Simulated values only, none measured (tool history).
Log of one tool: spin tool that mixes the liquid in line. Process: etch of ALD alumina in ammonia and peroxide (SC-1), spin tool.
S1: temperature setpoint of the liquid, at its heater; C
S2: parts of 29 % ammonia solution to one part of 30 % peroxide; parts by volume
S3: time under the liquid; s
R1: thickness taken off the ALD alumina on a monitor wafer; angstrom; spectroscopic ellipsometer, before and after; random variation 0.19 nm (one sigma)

| run | day | S1 | S2 | S3 | R1 |
|---|---|---|---|---|---|
| 1 | 0.000 | 50.0 | 0.55 | 265 | 160.22 |
| 2 | 0.238 | 50.0 | 0.55 | 290 | 176.73 |
| 3 | 0.279 | 50.0 | 0.55 | 290 | 175.69 |
| 4 | 0.525 | 52.0 | 0.55 | 290 | 194.28 |
| 5 | 0.608 | 54.0 | 0.55 | 290 | 217.45 |
|  | 0.858 | ammonia flow meter replaced |
| 6 | 0.858 | 51.5 | 0.55 | 290 | 193.14 |
| 7 | 1.138 | 53.5 | 0.55 | 290 | 216.63 |
| 8 | 1.308 | 54.5 | 0.55 | 290 | 228.25 |

The next listed run, before its measurement:
| 9 | 1.517 | 55.5 | 0.55 | 290 | ? |

{"run 9": {"R1": 238.12}}
